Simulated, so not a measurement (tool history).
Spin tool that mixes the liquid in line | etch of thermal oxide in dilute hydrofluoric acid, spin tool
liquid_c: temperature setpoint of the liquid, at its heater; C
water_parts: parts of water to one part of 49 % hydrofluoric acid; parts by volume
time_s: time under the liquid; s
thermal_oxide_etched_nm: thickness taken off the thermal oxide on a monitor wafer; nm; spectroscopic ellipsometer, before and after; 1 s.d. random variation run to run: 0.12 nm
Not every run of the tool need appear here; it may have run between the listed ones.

run	hour	liquid_c	water_parts	time_s	thermal_oxide_etched_nm
1	0	26	115	170	8.5889
2	5.7	29.5	115	170	9.7273
3	10.3	29.5	85	170	13.804
4	18.9	30	85	170	13.777
5	21.1	28	85	170	13.001
6	24.9	31	85	170	14.671

Run 7 has not been measured yet. What should we expect?
7	31.3	31.5	85	170	?

Run 7 measured thermal_oxide_etched_nm 14.722 nm.
